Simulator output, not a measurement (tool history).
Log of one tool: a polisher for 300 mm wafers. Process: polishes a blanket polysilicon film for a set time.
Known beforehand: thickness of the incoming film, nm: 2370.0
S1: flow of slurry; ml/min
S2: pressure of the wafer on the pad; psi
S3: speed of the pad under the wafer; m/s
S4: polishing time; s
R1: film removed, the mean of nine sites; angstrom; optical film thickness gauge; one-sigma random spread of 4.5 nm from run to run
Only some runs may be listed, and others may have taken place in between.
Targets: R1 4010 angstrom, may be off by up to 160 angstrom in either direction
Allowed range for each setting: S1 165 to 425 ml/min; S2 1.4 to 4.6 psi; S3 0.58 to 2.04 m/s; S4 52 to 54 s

run,hour,S1,S2,S3,S4,R1
1,0,275,3,1.3,52,6174.9
2,1.3,275,3.4,1.3,52,7120.9
3,4.1,275,2.9,1.3,52,6040.9
4,8.3,275,2.7,1.3,52,5634.3
5,15.9,275,2.5,1.3,52,5240.1
6,21.2,275,2.5,1.3,54,5491.6
7,29.6,275,2.3,1.3,54,4957.7
8,30.4,275,2.2,1.3,54,4760.5
9,37.6,275,2.1,1.3,54,4554.3
10,43.8,275,2,1.3,54,4341.3
11,50.2,275,1.9,1.3,54,4161.3

Exercise: of the 4 proposed moves below, exactly one satisfies all targets within the stated allowed misses. Which move is it?
A,56.6,265,2.1,1.28,54,?
B,56.6,305,2,1.24,52,?
C,56.6,300,1.5,1.72,54,?
D,56.6,340,1.9,1.38,54,?

move,R1
A,4461.1
B,4008.1
C,4351.5
D,4423.6
A: lands further from the targets than the last run did
B: meets every target
C: lands further from the targets than the last run did
D: lands further from the targets than the last run did
Answer: B

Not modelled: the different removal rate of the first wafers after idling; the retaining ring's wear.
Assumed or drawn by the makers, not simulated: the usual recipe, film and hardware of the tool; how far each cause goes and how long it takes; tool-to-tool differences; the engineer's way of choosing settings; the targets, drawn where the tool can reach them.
